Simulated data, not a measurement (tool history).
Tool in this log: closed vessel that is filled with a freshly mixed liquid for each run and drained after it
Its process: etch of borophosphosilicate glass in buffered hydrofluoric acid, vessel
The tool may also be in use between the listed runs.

run,day,temperature setpoint of the liquid (°C),parts of 40 % ammonium fluoride to one part of 49 % hydrofluoric acid (parts by volume),time in the liquid (s),thickness taken off the borophosphosilicate glass on a monitor wafer (nm)
1,0,20,18,85,55.369
2,0.204,20,18,95,60.801
3,0.346,20,22,95,51.865
4,0.721,17.5,22,95,45.696
5,0.883,17.5,23.5,95,43.034
6,1.262,17.5,24.5,95,41.953
7,1.342,17.5,25.5,95,40.652

For run 8, what comes out?
8,1.654,17.5,26.5,95,?

Logged for run 8: thickness taken off the borophosphosilicate glass on a monitor wafer (nm) 39.634.
